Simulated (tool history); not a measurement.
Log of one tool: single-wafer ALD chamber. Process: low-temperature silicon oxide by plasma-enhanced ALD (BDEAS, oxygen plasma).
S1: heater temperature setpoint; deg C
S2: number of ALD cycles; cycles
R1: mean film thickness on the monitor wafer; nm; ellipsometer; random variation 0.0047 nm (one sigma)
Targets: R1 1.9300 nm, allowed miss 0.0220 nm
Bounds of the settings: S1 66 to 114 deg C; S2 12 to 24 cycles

{"run": 1, "day": 0.0, "S1": 90, "S2": 18, "R1": 2.6321}
{"run": 2, "day": 0.075, "S1": 95, "S2": 17, "R1": 2.4405}
{"run": 3, "day": 0.146, "S1": 95, "S2": 20, "R1": 2.8713}
{"run": 4, "day": 0.383, "S1": 95, "S2": 21, "R1": 3.0216}
{"run": 5, "day": 0.662, "S1": 103, "S2": 21, "R1": 2.9456}
{"run": 6, "day": 0.988, "S1": 103, "S2": 22, "R1": 3.0915}
{"run": 7, "day": 1.117, "S1": 106, "S2": 20, "R1": 2.789}
{"run": 8, "day": 1.246, "S1": 108, "S2": 18, "R1": 2.503}
{"run": 9, "day": 1.492, "S1": 109, "S2": 17, "R1": 2.3563}
{"run": 10, "day": 1.788, "S1": 110, "S2": 16, "R1": 2.2136}
{"run": 11, "day": 2.146, "S1": 111, "S2": 15, "R1": 2.072}
{"run": 12, "day": 2.271, "S1": 112, "S2": 15, "R1": 2.0646}

Which of these 4 next moves meets every target?
{"run": "A", "day": 2.396, "S1": 112, "S2": 16, "R1": "?"}
{"run": "B", "day": 2.396, "S1": 114, "S2": 14, "R1": "?"}
{"run": "C", "day": 2.396, "S1": 111, "S2": 16, "R1": "?"}
{"run": "D", "day": 2.396, "S1": 89, "S2": 15, "R1": "?"}

move=A R1=2.2082
move=B R1=1.9240
move=C R1=2.2129
move=D R1=2.2137
A: further off than the last run
B: meets every target
C: further off than the last run
D: further off than the last run
Move B is the one to make.

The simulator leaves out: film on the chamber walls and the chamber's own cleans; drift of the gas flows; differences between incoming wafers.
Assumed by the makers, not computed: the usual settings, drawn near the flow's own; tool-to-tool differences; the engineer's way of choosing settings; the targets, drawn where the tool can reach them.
